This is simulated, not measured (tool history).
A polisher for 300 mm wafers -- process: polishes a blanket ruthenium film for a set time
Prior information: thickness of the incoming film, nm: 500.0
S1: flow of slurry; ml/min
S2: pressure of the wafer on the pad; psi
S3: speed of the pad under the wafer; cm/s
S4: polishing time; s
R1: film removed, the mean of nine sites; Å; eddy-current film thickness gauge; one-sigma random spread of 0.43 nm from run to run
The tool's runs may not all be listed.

run,hour,S1,S2,S3,S4,R1
1,0,205,2.3,126,32,542.88
2,1.2,205,1.8,126,32,432.16
3,9.4,205,1.8,126,28,380.32
4,18.3,210,2,126,28,419.58
5,24.3,210,2,126,32,480.12
6,25.8,210,2,108,32,426.45
7,26.5,215,2.2,108,32,467.7
8,32.2,220,2.3,108,32,494.81

Estimate the outcome of run 9 from the log above:
9,38.8,230,2.4,108,32,?

{"run 9": {"R1": 512.43}}

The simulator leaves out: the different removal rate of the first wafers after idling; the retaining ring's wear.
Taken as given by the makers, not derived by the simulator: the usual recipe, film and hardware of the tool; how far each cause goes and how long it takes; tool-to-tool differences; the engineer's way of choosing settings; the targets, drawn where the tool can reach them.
